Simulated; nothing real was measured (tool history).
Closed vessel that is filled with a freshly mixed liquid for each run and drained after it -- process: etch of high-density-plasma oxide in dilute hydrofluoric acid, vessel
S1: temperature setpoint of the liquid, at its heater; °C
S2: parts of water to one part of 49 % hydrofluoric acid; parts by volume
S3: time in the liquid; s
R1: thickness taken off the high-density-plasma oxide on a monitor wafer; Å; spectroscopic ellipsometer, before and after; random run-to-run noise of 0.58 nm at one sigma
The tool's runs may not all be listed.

run 1 hour=0.0 | S1=24.0 S2=95 S3=520 | R1=398.91
run 2 hour=4.5 | S1=26.0 S2=95 S3=520 | R1=431.41
run 3 hour=12.6 | S1=26.0 S2=95 S3=560 | R1=464.69
run 4 hour=18.4 | S1=22.5 S2=95 S3=560 | R1=406.67
run 5 hour=19.6 | S1=24.5 S2=80 S3=560 | R1=532.63
run 6 hour=25.0 | S1=24.5 S2=105 S3=560 | R1=389.57
run 7 hour=33.5 | S1=26.0 S2=90 S3=560 | R1=490.69

Run 8 is up next; what results do you expect?
run 8 hour=35.1 | S1=27.5 S2=75 S3=560 | R1=?

{"run 8": {"R1": 639.8}}

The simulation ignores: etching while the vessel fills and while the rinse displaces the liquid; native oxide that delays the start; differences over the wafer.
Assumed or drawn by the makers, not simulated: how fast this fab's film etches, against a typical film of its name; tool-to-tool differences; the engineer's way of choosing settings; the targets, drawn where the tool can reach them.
